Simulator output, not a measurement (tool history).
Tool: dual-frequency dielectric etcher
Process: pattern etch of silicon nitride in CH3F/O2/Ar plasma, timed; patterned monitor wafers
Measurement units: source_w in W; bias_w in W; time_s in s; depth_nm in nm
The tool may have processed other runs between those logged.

run,day,source_w,bias_w,time_s,depth_nm
1,0,340,81,90.5,59.342
2,0.212,340,81,90.5,59.449
3,0.338,300,81,90.5,54.849
4,0.692,320,82,90.5,57.479
5,0.908,320,74,90.5,55.638
6,1.054,340,75,90.5,57.977
7,1.271,360,76,90.5,60.13
8,1.321,370,77,90.5,61.464
9,1.492,380,77,90.5,62.299

Estimate the outcome of run 10 from the log above:
10,1.796,380,77,90.5,?

{"run 10": {"depth_nm": 62.531}}
